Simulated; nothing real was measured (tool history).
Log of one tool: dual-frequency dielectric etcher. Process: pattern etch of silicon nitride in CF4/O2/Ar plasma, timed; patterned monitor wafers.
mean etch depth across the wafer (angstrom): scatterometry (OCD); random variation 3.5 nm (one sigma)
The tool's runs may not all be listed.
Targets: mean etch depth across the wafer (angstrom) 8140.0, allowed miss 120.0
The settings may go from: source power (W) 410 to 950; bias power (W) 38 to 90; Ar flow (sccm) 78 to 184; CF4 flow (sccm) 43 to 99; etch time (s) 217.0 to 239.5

run,hour,source power (W),bias power (W),Ar flow (sccm),CF4 flow (sccm),etch time (s),mean etch depth across the wafer (angstrom)
1,0.0,680,64,131,71,239.5,5589.1
2,6.5,680,64,131,71,239.5,5548.0
3,12.9,600,64,131,71,239.5,4903.9
4,15.7,600,64,109,71,239.5,5047.0
5,22.9,700,64,109,71,239.5,5942.9
# hour 31.9: bias power generator calibrated
6,31.9,700,64,109,76,239.5,6113.0
7,36.9,750,64,109,76,239.5,6556.0
8,38.8,790,64,109,76,239.5,6922.7

4 next moves are on the table. One of them brings every result within its allowed miss. Which?
A,40.7,870,77,99,86,239.5,?
B,40.7,790,79,118,80,239.5,?
C,40.7,830,71,97,83,239.5,?
D,40.7,880,72,94,65,239.5,?

move,mean etch depth across the wafer (angstrom)
A,8492.5
B,7526.6
C,7832.9
D,8185.8
A: takes the result that was furthest off past its target
B: nearer than the last run, and not there yet
C: nearer than the last run, and not there yet
D: meets every target
Move D is the one to make.
